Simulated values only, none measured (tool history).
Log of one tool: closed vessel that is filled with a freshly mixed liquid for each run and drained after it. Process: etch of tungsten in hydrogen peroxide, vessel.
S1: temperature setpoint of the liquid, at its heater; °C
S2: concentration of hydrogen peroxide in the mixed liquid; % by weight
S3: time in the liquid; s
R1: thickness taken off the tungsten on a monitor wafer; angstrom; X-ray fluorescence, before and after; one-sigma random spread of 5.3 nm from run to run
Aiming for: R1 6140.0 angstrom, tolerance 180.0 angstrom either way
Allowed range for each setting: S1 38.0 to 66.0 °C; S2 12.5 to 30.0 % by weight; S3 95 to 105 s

Run 1, hour 0.0: S1 54.0 °C, S2 23.5 % by weight, S3 95 s. Result: R1 3598.0 angstrom.
Run 2, hour 4.0: S1 56.0 °C, S2 23.5 % by weight, S3 95 s. Result: R1 3996.4 angstrom.
Run 3, hour 12.7: S1 56.0 °C, S2 23.5 % by weight, S3 105 s. Result: R1 4521.1 angstrom.
Run 4, hour 15.7: S1 56.0 °C, S2 23.5 % by weight, S3 95 s. Result: R1 3964.2 angstrom.
Run 5, hour 19.1: S1 56.0 °C, S2 19.5 % by weight, S3 95 s. Result: R1 3650.0 angstrom.
Run 6, hour 27.0: S1 58.0 °C, S2 19.5 % by weight, S3 95 s. Result: R1 4099.3 angstrom.
Run 7, hour 31.3: S1 59.5 °C, S2 19.5 % by weight, S3 95 s. Result: R1 4522.0 angstrom.
Run 8, hour 33.2: S1 60.5 °C, S2 19.5 % by weight, S3 95 s. Result: R1 4762.1 angstrom.
Run 9, hour 36.6: S1 61.5 °C, S2 19.5 % by weight, S3 95 s. Result: R1 5041.4 angstrom.
Run 10, hour 37.3: S1 62.5 °C, S2 19.5 % by weight, S3 95 s. Result: R1 5351.0 angstrom.
Run 11, hour 40.0: S1 63.0 °C, S2 19.5 % by weight, S3 95 s. Result: R1 5469.1 angstrom.
Run 12, hour 46.4: S1 63.5 °C, S2 19.5 % by weight, S3 95 s. Result: R1 5644.5 angstrom.
Run 13, hour 51.5: S1 64.0 °C, S2 19.5 % by weight, S3 95 s. Result: R1 5811.2 angstrom.

Exactly one of the 5 candidate moves below puts every result within its allowed miss. Which one?
Run A, hour 56.6: S1 62.0 °C, S2 18.5 % by weight, S3 100 s. Result: R1 ?.
Run B, hour 56.6: S1 60.5 °C, S2 26.0 % by weight, S3 95 s. Result: R1 ?.
Run C, hour 56.6: S1 64.5 °C, S2 19.0 % by weight, S3 100 s. Result: R1 ?.
Run D, hour 56.6: S1 61.5 °C, S2 21.0 % by weight, S3 95 s. Result: R1 ?.
Run E, hour 56.6: S1 64.5 °C, S2 17.0 % by weight, S3 95 s. Result: R1 ?.

move      R1
   A  5306.6
   B  5486.0
   C  6192.2
   D  5220.4
   E  5564.3
A: further off than the last run
B: further off than the last run
C: each result inside its tolerance
D: further off than the last run
E: further off than the last run
C meets every target.

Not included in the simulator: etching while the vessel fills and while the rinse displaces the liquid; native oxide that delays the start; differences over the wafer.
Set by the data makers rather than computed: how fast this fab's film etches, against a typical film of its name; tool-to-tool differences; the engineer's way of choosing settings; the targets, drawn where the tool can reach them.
